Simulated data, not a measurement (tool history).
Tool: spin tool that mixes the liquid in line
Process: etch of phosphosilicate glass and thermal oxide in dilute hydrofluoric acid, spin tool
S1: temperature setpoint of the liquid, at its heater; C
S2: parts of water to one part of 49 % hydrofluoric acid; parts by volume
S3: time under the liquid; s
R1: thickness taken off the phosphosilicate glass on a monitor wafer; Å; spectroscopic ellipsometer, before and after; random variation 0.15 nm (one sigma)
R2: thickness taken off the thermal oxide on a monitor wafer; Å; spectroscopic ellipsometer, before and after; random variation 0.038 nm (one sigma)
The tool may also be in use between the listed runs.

run 1 hour=0 | S1=20 S2=265 S3=55 | R1=147.36 R2=6.8834
run 2 hour=2.8 | S1=20 S2=265 S3=80 | R1=218.17 R2=10.006
run 3 hour=10.3 | S1=19 S2=270 S3=80 | R1=203.35 R2=9.6431
run 4 hour=14.7 | S1=19 S2=330 S3=80 | R1=154.82 R2=7.8825
run 5 hour=23.3 | S1=20 S2=330 S3=80 | R1=165.98 R2=6.9869
run 6 hour=27.6 | S1=19.5 S2=320 S3=80 | R1=164.33 R2=7.5653

For run 7, what comes out?
run 7 hour=33.8 | S1=19.5 S2=315 S3=80 | R1=? R2=?

Run 7 yielded R1 168.4 Å, R2 7.9887 Å.
